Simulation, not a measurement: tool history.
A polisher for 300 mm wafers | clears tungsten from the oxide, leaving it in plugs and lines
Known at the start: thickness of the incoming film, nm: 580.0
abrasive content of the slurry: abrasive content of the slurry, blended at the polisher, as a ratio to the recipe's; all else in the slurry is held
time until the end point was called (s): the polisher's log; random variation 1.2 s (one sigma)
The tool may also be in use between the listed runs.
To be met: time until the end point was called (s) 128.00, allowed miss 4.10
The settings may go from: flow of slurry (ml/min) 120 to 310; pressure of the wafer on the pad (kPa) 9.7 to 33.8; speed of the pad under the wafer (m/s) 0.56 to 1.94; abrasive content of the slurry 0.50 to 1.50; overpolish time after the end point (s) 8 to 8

| run | hour | flow of slurry (ml/min) | pressure of the wafer on the pad (kPa) | speed of the pad under the wafer (m/s) | abrasive content of the slurry | overpolish time after the end point (s) | time until the end point was called (s) |
|---|---|---|---|---|---|---|---|
| 1 | 0.0 | 200 | 21.4 | 1.24 | 1.00 | 8 | 157.48 |
| 2 | 6.0 | 180 | 21.4 | 1.24 | 1.00 | 8 | 164.40 |
| 3 | 13.5 | 180 | 21.4 | 1.24 | 1.00 | 8 | 161.05 |
| 4 | 21.5 | 140 | 21.4 | 1.24 | 1.00 | 8 | 170.58 |
| 5 | 25.1 | 120 | 21.4 | 1.24 | 1.00 | 8 | 173.87 |
| 6 | 31.8 | 120 | 21.4 | 1.24 | 1.00 | 8 | 172.80 |
| 7 | 36.3 | 150 | 27.6 | 1.26 | 1.00 | 8 | 137.59 |
| 8 | 42.5 | 155 | 27.6 | 1.26 | 1.00 | 8 | 134.95 |
| 9 | 46.8 | 160 | 27.6 | 1.26 | 1.00 | 8 | 136.84 |
| 10 | 49.1 | 165 | 27.6 | 1.26 | 1.00 | 8 | 134.17 |

5 next moves are on the table. One of them brings every result within its allowed miss. Which?
| A | 51.4 | 135 | 29.0 | 1.20 | 0.95 | 8 | ? |
| B | 51.4 | 155 | 23.4 | 1.42 | 0.95 | 8 | ? |
| C | 51.4 | 185 | 26.2 | 1.24 | 0.75 | 8 | ? |
| D | 51.4 | 215 | 33.1 | 1.12 | 0.95 | 8 | ? |
| E | 51.4 | 120 | 24.8 | 1.36 | 1.05 | 8 | ? |

| move | time until the end point was called (s) |
|---|---|
| A | 139.71 |
| B | 136.01 |
| C | 145.09 |
| D | 126.34 |
| E | 139.23 |
A: further off than the last run
B: further off than the last run
C: further off than the last run
D: meets every target
E: further off than the last run
The right move is D.
